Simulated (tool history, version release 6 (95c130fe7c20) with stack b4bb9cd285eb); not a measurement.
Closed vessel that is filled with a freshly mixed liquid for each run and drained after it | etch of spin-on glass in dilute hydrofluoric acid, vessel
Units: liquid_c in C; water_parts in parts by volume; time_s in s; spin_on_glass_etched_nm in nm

run,hour,liquid_c,water_parts,time_s,spin_on_glass_etched_nm
1,0,24,285,170,16.91
2,3.4,21,285,170,15.259
3,9,21,335,170,12.489
4,16.9,22.5,335,170,13.049
5,23.5,24.5,310,170,15.518
6,27.3,26,295,170,17.375
7,30.6,27,285,170,18.843
8,32.9,28,275,170,20.49
9,35,29,270,170,21.54

The next listed run, before its measurement:
10,41.5,29,270,170,?

Run 10 gave spin_on_glass_etched_nm 21.681 nm.

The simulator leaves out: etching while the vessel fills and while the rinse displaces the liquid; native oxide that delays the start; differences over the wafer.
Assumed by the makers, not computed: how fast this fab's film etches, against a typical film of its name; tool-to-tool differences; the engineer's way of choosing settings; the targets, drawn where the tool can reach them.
